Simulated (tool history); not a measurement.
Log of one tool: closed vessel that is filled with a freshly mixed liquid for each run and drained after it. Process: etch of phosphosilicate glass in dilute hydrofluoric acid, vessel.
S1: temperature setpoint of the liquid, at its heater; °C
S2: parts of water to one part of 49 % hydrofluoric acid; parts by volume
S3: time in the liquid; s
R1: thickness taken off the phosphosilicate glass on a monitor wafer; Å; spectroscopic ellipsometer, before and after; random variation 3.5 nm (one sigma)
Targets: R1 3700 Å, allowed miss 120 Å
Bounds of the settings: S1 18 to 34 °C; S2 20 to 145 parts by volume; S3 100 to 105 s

run	day	S1	S2	S3	R1
1	0	26	80	100	2523.4
2	0.171	28.5	80	100	2770.6
3	0.517	30	75	100	3135.9
4	0.746	31	75	100	3295.2
5	0.983	31	75	100	3258.6
6	1.358	32	75	100	3441.6
7	1.442	32.5	75	100	3513.6
8	1.517	33	75	100	3495.3
9	1.579	34	70	100	3989.7
10	1.654	33.5	70	100	3910.2

Which of these 5 next moves meets every target?
A	1.729	32.5	75	100	?
B	1.729	32.5	65	100	?
C	1.729	33.5	70	105	?
D	1.729	30.5	75	105	?
E	1.729	32	70	100	?

move	R1
A	3467.3
B	4064.4
C	4081.9
D	3375.3
E	3674.2
A: takes the result that was furthest off past its target
B: further off than the last run
C: further off than the last run
D: takes the result that was furthest off past its target
E: meets every target
Answer: E

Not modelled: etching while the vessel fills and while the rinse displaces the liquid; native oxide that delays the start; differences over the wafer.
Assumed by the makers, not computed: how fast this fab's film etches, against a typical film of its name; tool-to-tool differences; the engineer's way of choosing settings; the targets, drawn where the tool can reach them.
